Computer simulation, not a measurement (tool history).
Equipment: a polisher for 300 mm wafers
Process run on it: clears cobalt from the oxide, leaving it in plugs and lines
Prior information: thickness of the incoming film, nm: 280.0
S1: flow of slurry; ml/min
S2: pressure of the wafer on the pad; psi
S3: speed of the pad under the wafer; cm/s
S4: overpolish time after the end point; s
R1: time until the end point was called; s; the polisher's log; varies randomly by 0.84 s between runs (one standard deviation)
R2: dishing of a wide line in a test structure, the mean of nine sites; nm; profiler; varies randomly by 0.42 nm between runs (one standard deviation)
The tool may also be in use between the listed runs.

run 1 hour=0.0 | S1=185 S2=2.3 S3=106 S4=20 | R1=49.937 R2=42.907
run 2 hour=7.6 | S1=205 S2=2.3 S3=106 S4=20 | R1=49.786 R2=43.393
run 3 hour=14.8 | S1=180 S2=2.2 S3=106 S4=16 | R1=53.005 R2=40.908
run 4 hour=17.1 | S1=175 S2=2.3 S3=96 S4=13 | R1=53.974 R2=36.579
run 5 hour=22.3 | S1=210 S2=2.3 S3=96 S4=13 | R1=53.789 R2=37.786
run 6 hour=26.2 | S1=180 S2=2.5 S3=82 S4=11 | R1=57.204 R2=33.346
run 7 hour=28.5 | S1=165 S2=2.6 S3=74 S4=10 | R1=58.471 R2=30.860

Expected results for the next run?
run 8 hour=32.9 | S1=155 S2=2.6 S3=70 S4=9 | R1=? R2=?

R1: 61.971 s
R2: 28.180 nm

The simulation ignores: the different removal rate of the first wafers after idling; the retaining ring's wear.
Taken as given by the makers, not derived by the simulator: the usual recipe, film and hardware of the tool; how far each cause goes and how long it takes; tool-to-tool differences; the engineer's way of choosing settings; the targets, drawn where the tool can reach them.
